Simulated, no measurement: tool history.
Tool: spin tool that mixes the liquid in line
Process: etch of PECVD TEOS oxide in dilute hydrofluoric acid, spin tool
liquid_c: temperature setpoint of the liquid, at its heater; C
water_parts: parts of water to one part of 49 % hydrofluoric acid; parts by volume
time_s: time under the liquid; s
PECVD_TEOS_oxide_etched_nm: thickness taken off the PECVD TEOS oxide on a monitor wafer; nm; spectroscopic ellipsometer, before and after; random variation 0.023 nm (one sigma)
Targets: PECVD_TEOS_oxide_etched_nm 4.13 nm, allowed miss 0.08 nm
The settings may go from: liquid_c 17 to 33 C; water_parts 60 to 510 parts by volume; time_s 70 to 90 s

| run | day | liquid_c | water_parts | time_s | PECVD_TEOS_oxide_etched_nm |
|---|---|---|---|---|---|
| 1 | 0 | 25 | 285 | 90 | 3.0124 |
| 2 | 0.333 | 25 | 285 | 70 | 2.3738 |
| 3 | 0.625 | 23.5 | 285 | 70 | 2.2535 |
| 4 | 0.754 | 23.5 | 380 | 70 | 1.5365 |
| 5 | 0.992 | 25.5 | 355 | 70 | 1.8013 |
| 6 | 1.204 | 27 | 330 | 70 | 2.0786 |
| 7 | 1.479 | 28 | 305 | 70 | 2.3634 |
| 8 | 1.712 | 29 | 285 | 70 | 2.6996 |
| 9 | 1.779 | 29 | 285 | 70 | 2.6852 |
| 10 | 1.867 | 29.5 | 270 | 70 | 2.9529 |
| 11 | 1.967 | 30 | 260 | 70 | 3.1512 |
| 12 | 2.075 | 30.5 | 250 | 70 | 3.3773 |
| 13 | 2.258 | 31 | 245 | 70 | 3.5034 |
| 14 | 2.288 | 31.5 | 240 | 70 | 3.6917 |
| 15 | 2.579 | 32 | 235 | 70 | 3.808 |
| 16 | 2.812 | 32.5 | 230 | 70 | 4.0126 |

Which of these 5 next moves meets every target?
| A | 3.046 | 32.5 | 235 | 70 | ? |
| B | 3.046 | 33 | 260 | 80 | ? |
| C | 3.046 | 27.5 | 240 | 90 | ? |
| D | 3.046 | 33 | 250 | 75 | ? |
| E | 3.046 | 32 | 230 | 70 | ? |

| move | PECVD_TEOS_oxide_etched_nm |
|---|---|
| A | 3.9172 |
| B | 3.9879 |
| C | 4.1439 |
| D | 3.936 |
| E | 3.9615 |
A: further off than the last run
B: further off than the last run
C: meets every target
D: further off than the last run
E: further off than the last run
Move C is the one to make.
